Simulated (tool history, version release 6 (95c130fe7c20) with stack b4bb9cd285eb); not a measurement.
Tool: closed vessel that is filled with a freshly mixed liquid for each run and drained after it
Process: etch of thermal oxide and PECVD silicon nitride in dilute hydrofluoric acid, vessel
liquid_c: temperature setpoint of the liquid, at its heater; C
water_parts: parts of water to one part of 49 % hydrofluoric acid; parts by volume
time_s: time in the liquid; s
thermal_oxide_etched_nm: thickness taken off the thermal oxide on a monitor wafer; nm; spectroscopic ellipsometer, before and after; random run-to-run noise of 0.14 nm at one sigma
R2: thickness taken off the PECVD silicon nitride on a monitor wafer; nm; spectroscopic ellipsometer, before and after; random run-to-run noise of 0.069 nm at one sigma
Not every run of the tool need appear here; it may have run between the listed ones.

{"run": 1, "hour": 0.0, "liquid_c": 25.0, "water_parts": 290, "time_s": 1800, "thermal_oxide_etched_nm": 25.109, "R2": 17.119}
{"run": 2, "hour": 7.0, "liquid_c": 25.0, "water_parts": 290, "time_s": 1420, "thermal_oxide_etched_nm": 19.526, "R2": 13.635}
{"run": 3, "hour": 11.8, "liquid_c": 24.0, "water_parts": 285, "time_s": 1405, "thermal_oxide_etched_nm": 19.415, "R2": 12.715}
{"run": 4, "hour": 15.5, "liquid_c": 23.5, "water_parts": 285, "time_s": 1400, "thermal_oxide_etched_nm": 19.086, "R2": 12.377}
{"run": 5, "hour": 18.1, "liquid_c": 23.5, "water_parts": 285, "time_s": 1990, "thermal_oxide_etched_nm": 27.239, "R2": 17.78}
{"run": 6, "hour": 24.7, "liquid_c": 23.5, "water_parts": 285, "time_s": 2345, "thermal_oxide_etched_nm": 31.291, "R2": 20.71}
{"run": 7, "hour": 29.4, "liquid_c": 23.0, "water_parts": 285, "time_s": 2290, "thermal_oxide_etched_nm": 30.861, "R2": 19.874}
{"run": 8, "hour": 34.3, "liquid_c": 22.5, "water_parts": 290, "time_s": 2245, "thermal_oxide_etched_nm": 28.87, "R2": 18.546}

Run 9 has not been measured yet. What should we expect?
{"run": 9, "hour": 40.7, "liquid_c": 22.0, "water_parts": 290, "time_s": 2190, "thermal_oxide_etched_nm": "?", "R2": "?"}

thermal_oxide_etched_nm: 27.630 nm
R2: 17.507 nm

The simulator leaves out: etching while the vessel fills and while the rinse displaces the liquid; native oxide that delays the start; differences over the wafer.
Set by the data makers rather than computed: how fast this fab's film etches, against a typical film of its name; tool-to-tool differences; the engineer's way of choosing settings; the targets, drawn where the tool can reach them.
